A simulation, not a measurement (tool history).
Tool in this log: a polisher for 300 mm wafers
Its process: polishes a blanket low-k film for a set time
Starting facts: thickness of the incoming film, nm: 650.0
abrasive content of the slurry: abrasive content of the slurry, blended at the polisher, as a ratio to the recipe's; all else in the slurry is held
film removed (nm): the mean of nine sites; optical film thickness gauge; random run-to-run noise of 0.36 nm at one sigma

run	hour	flow of slurry (ml/min)	pressure of the wafer on the pad (kPa)	speed of the pad under the wafer (m/s)	abrasive content of the slurry	polishing time (s)	film removed (nm)
1	0.0	135	9.7	1.24	1.0	51	13.072
2	8.1	135	9.7	1.24	1.1	51	13.770
3	10.6	165	9.7	1.24	1.1	51	13.938
4	12.9	165	11.7	1.24	1.1	51	16.490
5	19.1	165	12.4	1.32	1.1	51	17.760
6	21.9	165	12.4	1.32	1.1	51	18.565
7	27.3	165	13.1	1.38	1.1	51	19.560
8	33.2	165	13.8	1.46	1.1	51	21.657
9	33.8	165	13.8	1.52	1.1	51	22.082
10	36.2	165	13.8	1.58	1.1	51	22.608
11	39.3	165	13.8	1.64	1.1	51	23.150
12	43.1	165	13.8	1.68	1.1	51	23.183
13	48.1	165	13.8	1.72	1.1	51	24.083
14	52.3	165	13.8	1.72	1.1	51	23.542
15	59.2	165	13.8	1.76	1.1	51	24.077

Run 16 is up next; what results do you expect?
16	62.6	170	15.2	1.84	1.1	51	?

film removed (nm): 26.823
